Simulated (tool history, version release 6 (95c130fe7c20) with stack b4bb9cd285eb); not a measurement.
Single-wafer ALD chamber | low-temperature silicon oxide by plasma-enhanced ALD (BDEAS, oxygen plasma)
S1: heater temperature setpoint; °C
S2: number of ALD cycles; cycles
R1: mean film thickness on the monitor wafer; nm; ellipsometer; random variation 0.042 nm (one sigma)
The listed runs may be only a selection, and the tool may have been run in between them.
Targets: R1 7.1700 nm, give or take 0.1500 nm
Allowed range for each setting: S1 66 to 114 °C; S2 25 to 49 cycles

run 1 hour=0.0 | S1=90 S2=37 | R1=5.6583
run 2 hour=1.0 | S1=88 S2=38 | R1=5.7665
run 3 hour=6.1 | S1=79 S2=38 | R1=5.9630
run 4 hour=6.9 | S1=78 S2=39 | R1=6.2331
run 5 hour=13.7 | S1=77 S2=40 | R1=6.3715
run 6 hour=15.0 | S1=83 S2=40 | R1=6.1620
run 7 hour=21.8 | S1=81 S2=41 | R1=6.3883
run 8 hour=23.5 | S1=79 S2=42 | R1=6.6618
run 9 hour=25.6 | S1=78 S2=42 | R1=6.6324
run 10 hour=34.3 | S1=77 S2=42 | R1=6.5907
run 11 hour=38.9 | S1=76 S2=43 | R1=6.8661
run 12 hour=47.3 | S1=75 S2=43 | R1=6.8592

Which one of the following 5 next-run settings gets every result inside its allowed miss? There is exactly one.
run A hour=55.7 | S1=78 S2=41 | R1=?
run B hour=55.7 | S1=66 S2=41 | R1=?
run C hour=55.7 | S1=71 S2=47 | R1=?
run D hour=55.7 | S1=77 S2=40 | R1=?
run E hour=55.7 | S1=92 S2=48 | R1=?

move=A R1=6.4762
move=B R1=6.7709
move=C R1=7.6210
move=D R1=6.3422
move=E R1=7.1795
A: further off than the last run
B: further off than the last run
C: takes the result that was furthest off past its target
D: further off than the last run
E: each result inside its tolerance
Move E is the one to make.
